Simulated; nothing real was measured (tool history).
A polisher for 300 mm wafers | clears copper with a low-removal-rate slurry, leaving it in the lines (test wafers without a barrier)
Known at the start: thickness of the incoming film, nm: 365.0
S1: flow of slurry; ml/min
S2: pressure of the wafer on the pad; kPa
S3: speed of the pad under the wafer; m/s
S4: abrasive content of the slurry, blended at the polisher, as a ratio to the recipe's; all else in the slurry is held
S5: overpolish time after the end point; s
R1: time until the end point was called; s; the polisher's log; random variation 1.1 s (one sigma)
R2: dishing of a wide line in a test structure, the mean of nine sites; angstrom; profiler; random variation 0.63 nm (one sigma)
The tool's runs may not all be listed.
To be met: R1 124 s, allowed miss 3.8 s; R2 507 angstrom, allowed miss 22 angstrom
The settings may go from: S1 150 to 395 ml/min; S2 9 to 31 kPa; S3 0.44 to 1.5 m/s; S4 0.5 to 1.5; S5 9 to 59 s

run 1 hour=0 | S1=250 S2=20 S3=0.96 S4=1 S5=30 | R1=110.68 R2=616.56
run 2 hour=1.6 | S1=250 S2=20 S3=0.96 S4=1 S5=21 | R1=109.82 R2=455.93
run 3 hour=4.7 | S1=245 S2=19.3 S3=0.96 S4=1 S5=23 | R1=113.56 R2=478.2
run 4 hour=5.3 | S1=245 S2=18.6 S3=0.96 S4=1 S5=24 | R1=117.39 R2=473.99
run 5 hour=11.1 | S1=245 S2=18.6 S3=0.96 S4=1 S5=30 | R1=117.84 R2=567.59
run 6 hour=19.3 | S1=220 S2=18.6 S3=0.96 S4=1 S5=30 | R1=119.96 R2=553.24
run 7 hour=21.2 | S1=210 S2=18.6 S3=0.96 S4=1 S5=30 | R1=121 R2=569.62
run 8 hour=24.9 | S1=210 S2=18.6 S3=0.96 S4=1 S5=29 | R1=119.41 R2=555.7
run 9 hour=33.3 | S1=210 S2=18.6 S3=0.96 S4=1 S5=29 | R1=119.96 R2=552.21

Which of these 5 next moves meets every target?
run A hour=41.7 | S1=280 S2=17.9 S3=1 S4=1 S5=22 | R1=? R2=?
run B hour=41.7 | S1=195 S2=16.5 S3=1.02 S4=1.2 S5=23 | R1=? R2=?
run C hour=41.7 | S1=240 S2=15.9 S3=1.14 S4=1 S5=26 | R1=? R2=?
run D hour=41.7 | S1=285 S2=15.9 S3=1.04 S4=1.05 S5=24 | R1=? R2=?
run E hour=41.7 | S1=200 S2=19.3 S3=0.92 S4=0.85 S5=27 | R1=? R2=?

move=A R1=116.38 R2=446.72
move=B R1=125.63 R2=433.05
move=C R1=117.3 R2=503.61
move=D R1=124.99 R2=449.03
move=E R1=125.17 R2=499.52
A: takes the result that was furthest off past its target
B: takes the result that was furthest off past its target
C: brings the result that was furthest off to its target, and leaves another outside
D: takes the result that was furthest off past its target
E: meets every target
Answer: E
